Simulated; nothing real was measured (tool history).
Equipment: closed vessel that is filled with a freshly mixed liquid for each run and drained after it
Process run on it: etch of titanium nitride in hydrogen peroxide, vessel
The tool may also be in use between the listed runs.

| run | day | temperature setpoint of the liquid (°C) | concentration of hydrogen peroxide in the mixed liquid (% by weight) | time in the liquid (s) | thickness taken off the titanium nitride on a monitor wafer (angstrom) |
|---|---|---|---|---|---|
| 1 | 0 | 58 | 23 | 125 | 111.16 |
| 2 | 0.146 | 61 | 24.5 | 125 | 138.56 |
| 3 | 0.483 | 62.5 | 25.5 | 125 | 156.79 |
| 4 | 0.812 | 63.5 | 25.5 | 125 | 167.89 |
| 5 | 1.025 | 59.5 | 25.5 | 125 | 129.09 |
| 6 | 1.138 | 59.5 | 25.5 | 125 | 126.23 |
| 7 | 1.267 | 62 | 25.5 | 125 | 151.09 |
| 8 | 1.479 | 63.5 | 26 | 125 | 166.54 |
| 9 | 1.667 | 64.5 | 26.5 | 125 | 180.39 |

Run 10 is up next; what results do you expect?
| 10 | 1.738 | 65 | 26.5 | 125 | ? |

{"run 10": {"thickness taken off the titanium nitride on a monitor wafer (angstrom)": 186.11}}
